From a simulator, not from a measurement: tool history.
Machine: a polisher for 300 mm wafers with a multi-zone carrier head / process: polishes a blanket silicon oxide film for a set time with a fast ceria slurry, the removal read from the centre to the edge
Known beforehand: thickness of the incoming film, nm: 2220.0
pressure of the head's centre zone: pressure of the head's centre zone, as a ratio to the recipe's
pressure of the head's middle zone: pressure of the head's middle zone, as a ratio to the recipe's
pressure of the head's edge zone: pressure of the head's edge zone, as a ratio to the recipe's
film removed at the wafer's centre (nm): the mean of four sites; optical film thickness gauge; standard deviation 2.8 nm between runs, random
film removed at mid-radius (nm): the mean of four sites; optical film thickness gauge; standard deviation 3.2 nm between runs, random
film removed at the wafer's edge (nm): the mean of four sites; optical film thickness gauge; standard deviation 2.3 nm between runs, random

run  hour  flow of slurry (ml/min)  pressure of the head's centre zone  pressure of the head's middle zone  pressure of the head's edge zone  polishing time (s)  film removed at the wafer's centre (nm)  film removed at mid-radius (nm)  film removed at the wafer's edge (nm)
  1   0.0                      165                                1.00                                1.00                              1.00                  42                                   385.52                           395.74                                 370.95
  2   8.3                      165                                1.00                                0.97                              1.00                  42                                   378.25                           378.48                                 374.66
  3  10.6                      165                                1.01                                0.99                              0.97                  39                                   361.17                           353.23                                 341.23
  4  12.8                      160                                1.01                                1.02                              0.94                  37                                   335.00                           340.68                                 321.37
  5  13.6                      160                                1.01                                1.02                              1.02                  37                                   337.96                           340.65                                 334.75
  6  17.6                      125                                1.01                                1.02                              1.02                  37                                   310.05                           323.20                                 317.48
  7  21.4                      125                                1.03                                1.05                              0.97                  35                                   305.10                           310.12                                 293.06
  8  22.8                      120                                1.04                                1.07                              0.94                  34                                   289.45                           299.41                                 278.91
  9  27.5                      120                                1.06                                1.09                              0.91                  33                                   297.27                           301.63                                 265.48
 10  34.2                      120                                1.06                                1.09                              0.91                  33                                   293.32                           294.30                                 264.35
 11  37.9                      115                                1.06                                1.10                              0.89                  33                                   294.82                           293.14                                 266.35

The next listed run, before its measurement:
 12  42.8                      120                                1.07                                1.12                              0.88                  32                                        ?                                ?                                      ?

Run 12 came out at film removed at the wafer's centre (nm) 280.36, film removed at mid-radius (nm) 302.58, film removed at the wafer's edge (nm) 252.47.

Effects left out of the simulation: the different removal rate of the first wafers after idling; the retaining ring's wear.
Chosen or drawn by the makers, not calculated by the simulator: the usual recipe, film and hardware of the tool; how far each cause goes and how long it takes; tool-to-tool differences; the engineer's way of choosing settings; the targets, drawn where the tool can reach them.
